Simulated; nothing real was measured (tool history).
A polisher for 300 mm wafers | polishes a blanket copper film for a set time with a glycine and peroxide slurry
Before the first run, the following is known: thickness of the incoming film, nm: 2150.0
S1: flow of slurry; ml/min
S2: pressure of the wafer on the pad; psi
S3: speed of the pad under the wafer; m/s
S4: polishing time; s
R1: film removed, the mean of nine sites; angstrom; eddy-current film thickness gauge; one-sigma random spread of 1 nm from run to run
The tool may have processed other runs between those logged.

| run | day | S1 | S2 | S3 | S4 | R1 |
|---|---|---|---|---|---|---|
| 1 | 0 | 220 | 2.9 | 1.18 | 30 | 1928.7 |
| 2 | 0.317 | 220 | 2.7 | 1.18 | 30 | 1824.6 |
| 3 | 0.362 | 220 | 2.5 | 1.18 | 30 | 1719.9 |
| 4 | 0.55 | 220 | 2.4 | 1.18 | 30 | 1666.7 |
| 5 | 0.629 | 220 | 2.3 | 1.18 | 30 | 1619 |
| 6 | 0.992 | 220 | 2.2 | 1.18 | 30 | 1553.8 |

Estimate the outcome of run 7 from the log above:
| 7 | 1.279 | 220 | 2.1 | 1.18 | 30 | ? |

R1: 1463.7 angstrom
